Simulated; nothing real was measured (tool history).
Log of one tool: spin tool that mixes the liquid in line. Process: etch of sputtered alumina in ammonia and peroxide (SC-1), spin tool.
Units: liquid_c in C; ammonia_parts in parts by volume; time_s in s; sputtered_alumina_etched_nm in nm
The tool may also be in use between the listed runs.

run	day	liquid_c	ammonia_parts	time_s	sputtered_alumina_etched_nm
1	0	55	0.45	280	15.121
2	0.221	59	0.45	280	18.579
3	0.371	59	0.45	280	18.682
4	0.742	58.5	0.45	280	18.369
5	0.933	58.5	0.6	280	18.771
6	1.275	61	0.6	280	21.466

Forecast run 7:
7	1.504	60	0.6	280	?

sputtered_alumina_etched_nm: 20.316 nm
